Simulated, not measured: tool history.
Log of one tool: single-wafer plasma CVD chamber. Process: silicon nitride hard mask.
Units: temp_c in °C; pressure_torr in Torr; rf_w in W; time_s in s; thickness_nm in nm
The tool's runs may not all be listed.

Run 1, hour 0: temp_c 390 °C, pressure_torr 1.82 Torr, rf_w 370 W, time_s 51.8 s. Result: thickness_nm 69.63 nm.
Run 2, hour 4.2: temp_c 390 °C, pressure_torr 2.02 Torr, rf_w 370 W, time_s 51.8 s. Result: thickness_nm 71.591 nm.
Run 3, hour 5.9: temp_c 390 °C, pressure_torr 2.02 Torr, rf_w 370 W, time_s 51.8 s. Result: thickness_nm 70.576 nm.
Run 4, hour 7.9: temp_c 390 °C, pressure_torr 2.02 Torr, rf_w 370 W, time_s 53.5 s. Result: thickness_nm 74.03 nm.
Run 5, hour 15.1: temp_c 390 °C, pressure_torr 1.87 Torr, rf_w 370 W, time_s 53.5 s. Result: thickness_nm 71.917 nm.
Run 6, hour 21.7: temp_c 393 °C, pressure_torr 1.79 Torr, rf_w 355 W, time_s 53.3 s. Result: thickness_nm 68.463 nm.
Run 7, hour 25.2: temp_c 394 °C, pressure_torr 1.73 Torr, rf_w 345 W, time_s 53.1 s. Result: thickness_nm 65.73 nm.
Run 8, hour 28.1: temp_c 394 °C, pressure_torr 1.73 Torr, rf_w 345 W, time_s 53.1 s. Result: thickness_nm 65.603 nm.
Run 9, hour 33.8: temp_c 394 °C, pressure_torr 1.67 Torr, rf_w 335 W, time_s 53 s. Result: thickness_nm 62.813 nm.
Run 10, hour 39.2: temp_c 394 °C, pressure_torr 1.63 Torr, rf_w 330 W, time_s 52.9 s. Result: thickness_nm 61.458 nm.
Run 11, hour 40.1: temp_c 394 °C, pressure_torr 1.59 Torr, rf_w 325 W, time_s 52.8 s. Result: thickness_nm 59.242 nm.
Run 12, hour 44.3: temp_c 394 °C, pressure_torr 1.59 Torr, rf_w 325 W, time_s 52.8 s. Result: thickness_nm 59.893 nm.
Run 13, hour 47.5: temp_c 394 °C, pressure_torr 1.55 Torr, rf_w 320 W, time_s 52.8 s. Result: thickness_nm 58.365 nm.
Run 14, hour 49.8: temp_c 394 °C, pressure_torr 1.51 Torr, rf_w 315 W, time_s 52.8 s. Result: thickness_nm 57.429 nm.
Run 15, hour 54.1: temp_c 394 °C, pressure_torr 1.48 Torr, rf_w 310 W, time_s 52.8 s. Result: thickness_nm 55.769 nm.
Run 16, hour 62.3: temp_c 394 °C, pressure_torr 1.44 Torr, rf_w 310 W, time_s 52.8 s. Result: thickness_nm 55.138 nm.
Run 17, hour 70.6: temp_c 394 °C, pressure_torr 1.41 Torr, rf_w 310 W, time_s 52.8 s. Result: thickness_nm 54.651 nm.
Run 18, hour 78.1: temp_c 394 °C, pressure_torr 1.38 Torr, rf_w 310 W, time_s 52.8 s. Result: thickness_nm 55.256 nm.
Run 19, hour 85.3: temp_c 394 °C, pressure_torr 1.36 Torr, rf_w 305 W, time_s 52.8 s. Result: thickness_nm 53.521 nm.
Run 20, hour 90.9: temp_c 394 °C, pressure_torr 1.34 Torr, rf_w 305 W, time_s 52.8 s. Result: thickness_nm 52.808 nm.
Run 21, hour 97.7: temp_c 394 °C, pressure_torr 1.32 Torr, rf_w 305 W, time_s 52.8 s. Result: thickness_nm 52.662 nm.

The next listed run, before its measurement:
Run 22, hour 105.6: temp_c 394 °C, pressure_torr 1.3 Torr, rf_w 305 W, time_s 52.8 s. Result: thickness_nm ?.

Run 22 gave thickness_nm 52.948 nm.

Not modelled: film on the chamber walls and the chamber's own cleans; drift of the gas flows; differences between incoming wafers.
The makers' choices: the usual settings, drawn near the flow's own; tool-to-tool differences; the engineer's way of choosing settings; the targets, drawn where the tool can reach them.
